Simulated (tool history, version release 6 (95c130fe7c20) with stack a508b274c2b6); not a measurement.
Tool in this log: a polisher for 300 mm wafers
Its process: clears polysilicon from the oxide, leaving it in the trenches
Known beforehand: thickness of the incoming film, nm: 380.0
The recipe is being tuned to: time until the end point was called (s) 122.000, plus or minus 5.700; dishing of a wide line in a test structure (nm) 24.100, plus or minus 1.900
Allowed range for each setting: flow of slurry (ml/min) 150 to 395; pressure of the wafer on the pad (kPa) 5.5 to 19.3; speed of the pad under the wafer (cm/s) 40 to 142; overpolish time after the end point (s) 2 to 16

run	hour	flow of slurry (ml/min)	pressure of the wafer on the pad (kPa)	speed of the pad under the wafer (cm/s)	overpolish time after the end point (s)	time until the end point was called (s)	dishing of a wide line in a test structure (nm)
1	0.0	250	12.4	90	8	51.096	37.737
2	5.3	250	12.4	90	10	51.823	41.180
3	14.1	250	11.7	88	10	56.152	40.031
4	15.2	205	11.7	88	10	56.054	40.383
5	19.8	205	11.7	98	10	51.099	39.943
6	20.7	205	11.7	110	10	45.974	42.995
7	23.2	205	11.0	104	10	51.596	40.724
8	26.7	205	10.3	100	10	56.599	39.914
9	33.9	205	9.7	96	10	64.299	35.712
10	40.3	195	6.2	70	11	128.400	23.830
11	42.2	195	6.9	70	11	117.660	26.372

Which single option among these 5 for the next run brings every result within its allowed miss of target? Just one does.
A	44.1	195	6.9	68	13	?	?
B	44.1	215	6.9	72	10	?	?
C	44.1	220	7.6	60	13	?	?
D	44.1	235	9.0	50	10	?	?
E	44.1	165	6.2	80	13	?	?

move	time until the end point was called (s)	dishing of a wide line in a test structure (nm)
A	120.780	29.199
B	113.840	25.267
C	121.760	29.037
D	120.620	24.203
E	117.300	29.785
A: lands further from the targets than the last run did
B: the worst result of the last run now meets its target, but another is out of spec
C: lands further from the targets than the last run did
D: each result inside its tolerance
E: lands further from the targets than the last run did
So the answer is move D, the one that meets all the targets.
